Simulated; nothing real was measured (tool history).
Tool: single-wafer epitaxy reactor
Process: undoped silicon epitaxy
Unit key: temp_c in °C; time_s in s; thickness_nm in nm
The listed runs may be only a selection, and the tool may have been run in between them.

| run | hour | temp_c | time_s | thickness_nm |
|---|---|---|---|---|
| 1 | 0.0 | 635 | 567 | 70.065 |
| 2 | 3.5 | 642 | 567 | 81.061 |
| 3 | 11.9 | 642 | 629 | 89.985 |
| 4 | 17.1 | 631 | 629 | 72.045 |
| 5 | 23.4 | 636 | 630 | 79.723 |
| 6 | 27.3 | 641 | 630 | 88.105 |

The next listed run, before its measurement:
| 7 | 31.3 | 644 | 630 | ? |

{"run 7": {"thickness_nm": 94.712}}
